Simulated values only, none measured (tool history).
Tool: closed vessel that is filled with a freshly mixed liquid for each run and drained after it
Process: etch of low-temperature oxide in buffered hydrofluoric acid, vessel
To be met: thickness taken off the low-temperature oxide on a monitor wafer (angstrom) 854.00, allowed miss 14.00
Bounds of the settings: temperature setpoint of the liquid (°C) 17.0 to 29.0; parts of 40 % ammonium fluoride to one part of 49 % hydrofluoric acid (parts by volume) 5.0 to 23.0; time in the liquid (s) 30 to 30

run,hour,temperature setpoint of the liquid (°C),parts of 40 % ammonium fluoride to one part of 49 % hydrofluoric acid (parts by volume),time in the liquid (s),thickness taken off the low-temperature oxide on a monitor wafer (angstrom)
1,0.0,21.0,14.0,30,357.53
2,5.3,23.5,14.0,30,411.58
3,12.0,25.0,12.5,30,498.50
4,20.6,26.0,11.5,30,568.03
5,23.6,27.0,10.5,30,657.30
6,28.3,29.0,10.5,30,731.33
7,37.0,29.0,10.5,30,727.71
8,44.2,29.0,10.0,30,768.00
9,51.7,29.0,9.5,30,788.30
10,54.1,29.0,9.0,30,824.06
11,56.7,29.0,8.5,30,872.13

Which of these 5 next moves meets every target?
A,59.3,28.0,8.0,30,?
B,59.3,29.0,9.0,30,?
C,59.3,25.5,7.0,30,?
D,59.3,28.5,8.5,30,?
E,59.3,26.5,8.0,30,?

move,thickness taken off the low-temperature oxide on a monitor wafer (angstrom)
A,884.38
B,820.70
C,893.66
D,850.42
E,816.39
A: further off than the last run
B: takes the result that was furthest off past its target
C: further off than the last run
D: meets every target
E: takes the result that was furthest off past its target
The right move is D.
